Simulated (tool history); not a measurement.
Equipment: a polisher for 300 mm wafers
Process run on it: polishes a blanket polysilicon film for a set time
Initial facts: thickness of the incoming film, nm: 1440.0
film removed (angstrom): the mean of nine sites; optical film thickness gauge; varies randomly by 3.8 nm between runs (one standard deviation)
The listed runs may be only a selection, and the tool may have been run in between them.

run,hour,flow of slurry (ml/min),pressure of the wafer on the pad (kPa),speed of the pad under the wafer (m/s),polishing time (s),film removed (angstrom)
1,0,205,16.5,0.96,59,4249.5
2,8.7,205,16.5,0.8,59,3702.9
3,16.8,205,15.9,0.8,59,3506.2
4,17.6,205,18.6,0.8,59,4170.4
# hour 21.1: head pressure recalibrated
5,21.1,205,17.2,0.8,59,3634.6
6,29.4,205,17.2,1.02,59,4351

Run 7 is up next; what results do you expect?
7,31.7,205,15.2,1,59,?

film removed (angstrom): 3786.6
